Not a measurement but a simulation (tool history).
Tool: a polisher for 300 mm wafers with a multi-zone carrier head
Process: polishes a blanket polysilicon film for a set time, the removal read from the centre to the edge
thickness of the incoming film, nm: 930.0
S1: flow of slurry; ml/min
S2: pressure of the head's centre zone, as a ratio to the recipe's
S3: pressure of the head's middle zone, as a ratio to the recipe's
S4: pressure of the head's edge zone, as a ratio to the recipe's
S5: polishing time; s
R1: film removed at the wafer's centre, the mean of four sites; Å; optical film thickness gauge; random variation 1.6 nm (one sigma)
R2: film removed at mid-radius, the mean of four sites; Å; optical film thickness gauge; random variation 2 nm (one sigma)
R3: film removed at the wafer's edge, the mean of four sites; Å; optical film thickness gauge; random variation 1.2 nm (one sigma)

run,hour,S1,S2,S3,S4,S5,R1,R2,R3
1,0.0,305,1.00,1.00,1.00,56,2956.1,2940.8,2921.7
2,7.9,295,0.95,0.97,0.96,48,2464.6,2426.3,2449.1
3,15.4,295,0.91,0.97,0.96,48,2380.9,2429.0,2453.8
4,24.1,295,0.91,1.00,0.96,48,2397.4,2513.8,2449.5
5,29.5,280,0.88,0.98,0.95,43,2075.8,2209.3,2198.8
6,32.1,260,0.86,0.96,0.92,40,1903.1,1996.9,1986.5

The next listed run, before its measurement:
7,34.4,245,0.84,0.95,0.92,39,?,?,?

R1: 1825.8 Å
R2: 1908.0 Å
R3: 1925.8 Å
